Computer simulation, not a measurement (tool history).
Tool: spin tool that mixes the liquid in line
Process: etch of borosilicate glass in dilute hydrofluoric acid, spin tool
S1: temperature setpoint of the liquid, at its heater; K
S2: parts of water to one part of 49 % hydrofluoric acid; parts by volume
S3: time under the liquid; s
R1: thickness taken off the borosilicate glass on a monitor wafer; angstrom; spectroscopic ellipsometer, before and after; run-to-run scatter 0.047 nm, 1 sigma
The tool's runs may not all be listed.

run  hour      S1   S2   S3      R1
  1   0.0  294.15  285  100  99.995
  2   7.2  293.65  310  100  88.694
  3   9.1  293.15  330  100  79.818
  4  13.5  292.65  350  100  73.159
  5  14.7  292.15  365  100  67.107
  6  18.2  291.65  375  100  63.001
  7  23.0  291.65  385  100  63.547
  8  30.0  291.65  395  100  61.249

Run 9 is up next; what results do you expect?
  9  32.3  291.15  405  100   ?

Run 9 gave R1 56.842 angstrom.
